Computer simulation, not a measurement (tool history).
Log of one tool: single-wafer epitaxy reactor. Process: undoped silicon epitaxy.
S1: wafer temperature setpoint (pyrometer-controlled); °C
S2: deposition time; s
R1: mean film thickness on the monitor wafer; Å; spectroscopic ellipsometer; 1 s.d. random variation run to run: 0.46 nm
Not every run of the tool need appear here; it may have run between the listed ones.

{"run": 1, "hour": 0.0, "S1": 625, "S2": 514, "R1": 578.47}
{"run": 2, "hour": 5.9, "S1": 635, "S2": 514, "R1": 751.48}
{"run": 3, "hour": 9.7, "S1": 629, "S2": 514, "R1": 637.09}
{"run": 4, "hour": 17.6, "S1": 629, "S2": 460, "R1": 567.01}
{"run": 5, "hour": 23.0, "S1": 629, "S2": 395, "R1": 487.96}
{"run": 6, "hour": 24.4, "S1": 629, "S2": 443, "R1": 555.07}
{"run": 7, "hour": 27.5, "S1": 629, "S2": 443, "R1": 552.07}

For run 8, what comes out?
{"hour": 35.4, "done": "pyrometer calibrated"}
{"run": 8, "hour": 35.4, "S1": 629, "S2": 443, "R1": "?"}

R1: 492.17 Å

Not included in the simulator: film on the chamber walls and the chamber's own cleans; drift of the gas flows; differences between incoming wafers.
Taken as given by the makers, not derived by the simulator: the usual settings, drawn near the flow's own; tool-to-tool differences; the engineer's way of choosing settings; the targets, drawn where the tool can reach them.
